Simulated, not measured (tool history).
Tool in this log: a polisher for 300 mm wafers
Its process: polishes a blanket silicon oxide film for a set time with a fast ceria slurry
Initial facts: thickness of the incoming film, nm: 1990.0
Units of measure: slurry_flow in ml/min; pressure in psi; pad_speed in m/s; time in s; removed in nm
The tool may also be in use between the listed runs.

{"run": 1, "hour": 0.0, "slurry_flow": 125, "pressure": 2.1, "pad_speed": 1.26, "time": 66, "removed": 780.92}
{"run": 2, "hour": 8.0, "slurry_flow": 130, "pressure": 2.4, "pad_speed": 1.28, "time": 66, "removed": 871.54}
{"run": 3, "hour": 11.2, "slurry_flow": 130, "pressure": 2, "pad_speed": 1.28, "time": 66, "removed": 740.91}
{"run": 4, "hour": 16.4, "slurry_flow": 130, "pressure": 2.3, "pad_speed": 1.32, "time": 66, "removed": 881.84}
{"run": 5, "hour": 23.3, "slurry_flow": 130, "pressure": 2, "pad_speed": 1.32, "time": 66, "removed": 771.21}
{"run": 6, "hour": 28.2, "slurry_flow": 130, "pressure": 2.3, "pad_speed": 1.36, "time": 66, "removed": 909.01}
{"run": 7, "hour": 32.9, "slurry_flow": 130, "pressure": 2.5, "pad_speed": 1.38, "time": 66, "removed": 1006.4}
{"run": 8, "hour": 35.1, "slurry_flow": 130, "pressure": 2.7, "pad_speed": 1.4, "time": 66, "removed": 1090.4}
{"run": 9, "hour": 43.6, "slurry_flow": 130, "pressure": 2.8, "pad_speed": 1.42, "time": 66, "removed": 1153.8}
{"run": 10, "hour": 45.5, "slurry_flow": 130, "pressure": 2.9, "pad_speed": 1.42, "time": 66, "removed": 1197.9}

What will run 11 give?
{"run": 11, "hour": 49.8, "slurry_flow": 130, "pressure": 3, "pad_speed": 1.42, "time": 66, "removed": "?"}

removed: 1247.1 nm

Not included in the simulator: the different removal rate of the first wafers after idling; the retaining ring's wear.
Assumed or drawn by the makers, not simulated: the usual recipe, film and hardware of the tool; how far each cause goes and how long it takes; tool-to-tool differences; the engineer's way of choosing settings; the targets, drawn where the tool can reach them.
